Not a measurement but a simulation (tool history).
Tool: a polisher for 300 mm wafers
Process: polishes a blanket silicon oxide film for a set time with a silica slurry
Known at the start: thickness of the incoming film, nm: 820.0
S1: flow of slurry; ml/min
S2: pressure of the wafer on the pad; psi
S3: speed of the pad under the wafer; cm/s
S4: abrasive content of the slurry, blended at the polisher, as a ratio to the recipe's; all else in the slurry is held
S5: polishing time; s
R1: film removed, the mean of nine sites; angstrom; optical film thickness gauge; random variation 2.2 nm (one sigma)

| run | hour | S1 | S2 | S3 | S4 | S5 | R1 |
|---|---|---|---|---|---|---|---|
| 1 | 0.0 | 135 | 2.8 | 148 | 1.0 | 114 | 3532.5 |
| 2 | 0.9 | 135 | 2.5 | 146 | 1.0 | 114 | 3083.5 |
| 3 | 5.8 | 135 | 2.5 | 146 | 1.0 | 120 | 3219.3 |
| 4 | 9.2 | 135 | 2.3 | 146 | 1.0 | 120 | 3079.6 |
| 5 | 15.7 | 135 | 2.3 | 164 | 1.0 | 120 | 3268.5 |
| 6 | 16.9 | 135 | 2.1 | 158 | 1.0 | 120 | 2948.9 |
| 7 | 20.6 | 135 | 1.9 | 154 | 1.0 | 120 | 2709.2 |
| 8 | 25.1 | 135 | 1.8 | 150 | 1.0 | 120 | 2526.6 |
| 9 | 26.1 | 135 | 1.7 | 148 | 1.0 | 120 | 2426.4 |
| 10 | 34.6 | 135 | 1.6 | 146 | 1.0 | 120 | 2308.3 |
| 11 | 41.8 | 135 | 1.5 | 144 | 1.0 | 120 | 2133.3 |

Run 12 comes next. What will it give?
| 12 | 44.1 | 135 | 1.5 | 144 | 1.0 | 120 | ? |

{"run 12": {"R1": 2162.7}}

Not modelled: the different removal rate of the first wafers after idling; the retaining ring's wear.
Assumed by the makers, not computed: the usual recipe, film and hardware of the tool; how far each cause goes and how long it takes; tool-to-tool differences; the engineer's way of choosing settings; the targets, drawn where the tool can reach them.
